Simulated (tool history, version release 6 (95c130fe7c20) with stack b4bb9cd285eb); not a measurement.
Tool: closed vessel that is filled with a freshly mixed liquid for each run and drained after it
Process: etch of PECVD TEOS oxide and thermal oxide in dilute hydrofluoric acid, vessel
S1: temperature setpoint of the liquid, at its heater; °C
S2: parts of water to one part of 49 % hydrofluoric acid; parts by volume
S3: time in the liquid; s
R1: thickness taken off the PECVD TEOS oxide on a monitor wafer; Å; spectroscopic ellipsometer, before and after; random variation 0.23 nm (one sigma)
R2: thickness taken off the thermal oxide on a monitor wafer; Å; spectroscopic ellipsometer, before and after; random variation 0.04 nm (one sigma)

run  hour    S1   S2   S3      R1      R2
  1   0.0  26.0  100  180  563.88  96.033
  2   4.7  23.5  115  180  423.11  74.980
  3   8.5  23.5  130  180  380.66  65.813
  4  13.0  22.0  140  180  325.06  56.034
  5  18.5  22.0  165  180  268.25  46.955
  6  19.9  21.0  165  180  258.83  45.139
  7  27.6  21.0  165  180  260.15  45.486
  8  28.9  20.5  165  180  250.76  44.873

Forecast run 9:
  9  33.7  21.0  170  180   ?   ?

R1: 256.02 Å
R2: 43.774 Å
